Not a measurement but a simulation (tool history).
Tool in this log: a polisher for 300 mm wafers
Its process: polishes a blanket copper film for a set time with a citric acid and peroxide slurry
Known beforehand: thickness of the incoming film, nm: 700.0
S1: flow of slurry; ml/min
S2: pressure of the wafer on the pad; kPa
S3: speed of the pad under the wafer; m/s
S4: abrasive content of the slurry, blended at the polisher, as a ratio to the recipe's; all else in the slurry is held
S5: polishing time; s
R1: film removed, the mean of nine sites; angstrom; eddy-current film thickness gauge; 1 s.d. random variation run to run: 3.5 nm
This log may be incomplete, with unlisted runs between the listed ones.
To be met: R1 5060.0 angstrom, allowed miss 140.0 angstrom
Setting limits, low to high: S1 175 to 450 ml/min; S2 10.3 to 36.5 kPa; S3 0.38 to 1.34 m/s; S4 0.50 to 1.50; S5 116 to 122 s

run,hour,S1,S2,S3,S4,S5,R1
1,0.0,290,23.4,0.86,1.00,116,2736.4
2,8.2,290,23.4,0.86,1.10,116,2852.3
3,9.3,290,23.4,0.86,0.95,116,2702.1
4,16.0,290,25.5,0.86,0.95,116,2923.2
5,22.4,290,25.5,1.00,0.95,116,3393.0
6,23.4,290,26.9,1.00,0.95,116,3543.6
7,32.0,290,28.3,1.00,0.95,116,3717.8
8,39.8,300,35.2,1.02,0.95,116,4748.9
9,41.5,300,35.9,1.02,0.95,116,4782.9

Which of these 4 next moves meets every target?
A,43.2,315,35.9,1.08,1.00,118,?
B,43.2,325,36.5,1.10,0.95,117,?
C,43.2,265,36.5,1.00,0.85,120,?
D,43.2,335,36.5,0.96,1.15,120,?

move,R1
A,5275.7
B,5344.5
C,4756.9
D,5135.3
A: takes the result that was furthest off past its target
B: takes the result that was furthest off past its target
C: further off than the last run
D: each result inside its tolerance
Correct choice: D, which meets every target
